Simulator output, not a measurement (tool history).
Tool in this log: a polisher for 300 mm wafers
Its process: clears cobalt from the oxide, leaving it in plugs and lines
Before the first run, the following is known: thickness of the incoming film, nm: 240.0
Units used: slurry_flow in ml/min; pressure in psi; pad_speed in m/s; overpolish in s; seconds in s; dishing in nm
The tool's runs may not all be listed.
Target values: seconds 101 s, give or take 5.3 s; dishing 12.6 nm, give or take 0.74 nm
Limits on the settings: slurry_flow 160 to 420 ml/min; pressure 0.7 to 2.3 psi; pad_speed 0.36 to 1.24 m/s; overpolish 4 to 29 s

| run | hour | slurry_flow | pressure | pad_speed | overpolish | seconds | dishing |
|---|---|---|---|---|---|---|---|
| 1 | 0 | 270 | 1.5 | 0.8 | 15 | 90.761 | 29.572 |
| 2 | 8.2 | 270 | 1.5 | 0.8 | 13 | 90.257 | 27.247 |
| 3 | 15.7 | 270 | 1.5 | 0.72 | 13 | 97.719 | 25.092 |
| 4 | 19.9 | 290 | 1.5 | 0.66 | 12 | 108.99 | 21.436 |
| 5 | 24.5 | 310 | 1.6 | 0.64 | 11 | 109.76 | 20.441 |
| 6 | 32.8 | 335 | 1.6 | 0.64 | 11 | 107.05 | 20.334 |
| 7 | 38.3 | 350 | 1.6 | 0.62 | 10 | 107.96 | 18.475 |
| 8 | 46.7 | 360 | 1.6 | 0.62 | 9 | 109.1 | 17.134 |
| 9 | 48.9 | 420 | 1.7 | 0.62 | 4 | 103.12 | 8.4993 |
| 10 | 52.5 | 400 | 1.7 | 0.62 | 4 | 105.77 | 8.6004 |

Exactly one of the 4 candidate moves below puts every result within its allowed miss. Which one?
| A | 56.1 | 420 | 1.6 | 0.64 | 5 | ? | ? |
| B | 56.1 | 305 | 1.6 | 0.68 | 6 | ? | ? |
| C | 56.1 | 420 | 1.8 | 0.64 | 5 | ? | ? |
| D | 56.1 | 405 | 1.6 | 0.68 | 5 | ? | ? |

| move | seconds | dishing |
|---|---|---|
| A | 103.88 | 10.018 |
| B | 100.5 | 12.193 |
| C | 96.462 | 10.722 |
| D | 98.226 | 10.546 |
A: an improvement on the last run, though not all results are within tolerance
B: all results land within tolerance of their targets
C: an improvement on the last run, though not all results are within tolerance
D: an improvement on the last run, though not all results are within tolerance
Move B is the one to make.
